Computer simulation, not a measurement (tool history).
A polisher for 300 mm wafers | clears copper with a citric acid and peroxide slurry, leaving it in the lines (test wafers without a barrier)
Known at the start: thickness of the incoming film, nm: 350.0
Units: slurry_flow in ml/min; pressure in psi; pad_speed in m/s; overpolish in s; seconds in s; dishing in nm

run,hour,slurry_flow,pressure,pad_speed,slurry_solids,overpolish,seconds,dishing
1,0,220,3.7,0.84,1,19,160.53,27.038
2,4.9,220,3.6,0.84,1,20,167.71,27.787
3,5.9,220,3.5,0.84,1,21,176.29,28.798
4,8.1,220,3.5,0.84,0.9,21,176.97,28.008
5,12.9,220,3.4,0.84,0.9,22,186.01,28.135
6,21.5,220,3.4,0.84,0.75,22,184.92,27.967
7,26.3,220,3.4,0.84,0.75,23,185.99,28.75

Run 8 comes next. What will it give?
8,34.9,220,3.3,0.84,0.75,24,?,?

seconds: 187.79 s
dishing: 28.587 nm
